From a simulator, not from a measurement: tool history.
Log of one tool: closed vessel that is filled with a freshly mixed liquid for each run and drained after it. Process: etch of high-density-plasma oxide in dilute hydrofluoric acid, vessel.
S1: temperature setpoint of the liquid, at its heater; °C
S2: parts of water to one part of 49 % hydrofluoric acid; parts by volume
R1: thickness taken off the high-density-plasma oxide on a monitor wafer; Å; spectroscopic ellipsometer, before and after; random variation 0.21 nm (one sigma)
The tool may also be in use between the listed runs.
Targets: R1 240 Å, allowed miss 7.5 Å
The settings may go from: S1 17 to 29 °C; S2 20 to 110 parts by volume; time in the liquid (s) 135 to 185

Run 1, hour 0: S1 21 °C, S2 60 parts by volume, time in the liquid (s) 185. Result: R1 175.89 Å.
Run 2, hour 7.5: S1 21 °C, S2 60 parts by volume, time in the liquid (s) 135. Result: R1 130.25 Å.
Run 3, hour 12.7: S1 21 °C, S2 70 parts by volume, time in the liquid (s) 135. Result: R1 110.11 Å.
Run 4, hour 16.4: S1 17.5 °C, S2 70 parts by volume, time in the liquid (s) 135. Result: R1 93.042 Å.
Run 5, hour 17.7: S1 17.5 °C, S2 55 parts by volume, time in the liquid (s) 135. Result: R1 121.54 Å.
Run 6, hour 23.2: S1 17.5 °C, S2 45 parts by volume, time in the liquid (s) 135. Result: R1 151.81 Å.
Run 7, hour 28.7: S1 19 °C, S2 45 parts by volume, time in the liquid (s) 135. Result: R1 162.49 Å.
Run 8, hour 32.7: S1 23 °C, S2 45 parts by volume, time in the liquid (s) 135. Result: R1 193.51 Å.
Run 9, hour 36.4: S1 23 °C, S2 45 parts by volume, time in the liquid (s) 135. Result: R1 192.47 Å.
Run 10, hour 42.3: S1 24 °C, S2 45 parts by volume, time in the liquid (s) 135. Result: R1 200.95 Å.
Run 11, hour 51.1: S1 24.5 °C, S2 45 parts by volume, time in the liquid (s) 135. Result: R1 202.37 Å.
Run 12, hour 57.5: S1 25 °C, S2 45 parts by volume, time in the liquid (s) 135. Result: R1 208.9 Å.
Run 13, hour 65.4: S1 25.5 °C, S2 45 parts by volume, time in the liquid (s) 135. Result: R1 212.13 Å.

Which of these 5 next moves meets every target?
Run A, hour 73.3: S1 28.5 °C, S2 55 parts by volume, time in the liquid (s) 140. Result: R1 ?.
Run B, hour 73.3: S1 26.5 °C, S2 45 parts by volume, time in the liquid (s) 145. Result: R1 ?.
Run C, hour 73.3: S1 26.5 °C, S2 50 parts by volume, time in the liquid (s) 180. Result: R1 ?.
Run D, hour 73.3: S1 26 °C, S2 55 parts by volume, time in the liquid (s) 170. Result: R1 ?.
Run E, hour 73.3: S1 24.5 °C, S2 45 parts by volume, time in the liquid (s) 170. Result: R1 ?.

move      R1
   A  201.18
   B  238.49
   C  264.58
   D  221.07
   E  257.68
A: further off than the last run
B: meets every target
C: takes the result that was furthest off past its target
D: nearer than the last run, and not there yet
E: takes the result that was furthest off past its target
Answer: B
